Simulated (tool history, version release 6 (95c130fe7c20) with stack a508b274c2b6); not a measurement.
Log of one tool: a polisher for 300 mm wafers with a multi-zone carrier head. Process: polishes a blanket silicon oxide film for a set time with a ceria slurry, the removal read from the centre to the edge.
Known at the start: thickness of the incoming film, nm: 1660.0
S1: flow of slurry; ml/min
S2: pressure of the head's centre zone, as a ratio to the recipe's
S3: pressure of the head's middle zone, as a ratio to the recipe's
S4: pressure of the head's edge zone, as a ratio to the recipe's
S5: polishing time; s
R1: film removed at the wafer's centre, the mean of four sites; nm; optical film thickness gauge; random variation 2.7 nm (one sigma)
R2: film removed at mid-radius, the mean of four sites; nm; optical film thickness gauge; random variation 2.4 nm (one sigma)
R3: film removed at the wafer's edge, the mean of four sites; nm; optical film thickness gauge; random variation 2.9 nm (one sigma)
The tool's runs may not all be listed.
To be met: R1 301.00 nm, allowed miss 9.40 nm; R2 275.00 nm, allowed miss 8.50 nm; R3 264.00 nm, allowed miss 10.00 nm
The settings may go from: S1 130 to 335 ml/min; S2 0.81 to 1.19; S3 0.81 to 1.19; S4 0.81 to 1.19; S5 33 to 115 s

run,hour,S1,S2,S3,S4,S5,R1,R2,R3
1,0.0,215,1.00,1.00,1.00,73,418.21,432.31,410.33
2,8.4,215,1.05,1.00,1.00,73,450.34,432.73,402.11
3,9.0,215,0.97,1.00,1.00,73,405.99,433.13,397.81
4,11.5,215,0.98,0.96,0.96,66,373.47,376.51,362.34
5,14.0,215,0.98,1.00,0.96,66,381.47,390.89,353.26
6,18.4,215,0.98,1.00,0.96,76,433.19,447.86,412.84
# hour 19.5: edge zone pressure recalibrated
7,19.5,215,0.98,1.00,0.96,76,433.33,449.75,427.28
8,25.2,215,0.99,0.97,0.96,68,394.61,389.34,380.18

Which of these 5 next moves meets every target?
A,30.9,240,0.97,0.82,0.91,55,?,?,?
B,30.9,155,0.81,0.92,1.01,59,?,?,?
C,30.9,225,0.88,0.99,1.04,93,?,?,?
D,30.9,205,1.10,0.99,0.97,47,?,?,?
E,30.9,210,1.03,1.03,0.95,85,?,?,?

move,R1,R2,R3
A,314.33,290.09,304.25
B,258.86,311.11,324.45
C,477.61,549.03,543.75
D,297.65,273.40,262.99
E,506.00,509.80,472.04
A: nearer than the last run, and not there yet
B: nearer than the last run, and not there yet
C: further off than the last run
D: meets every target
E: further off than the last run
The right move is D.
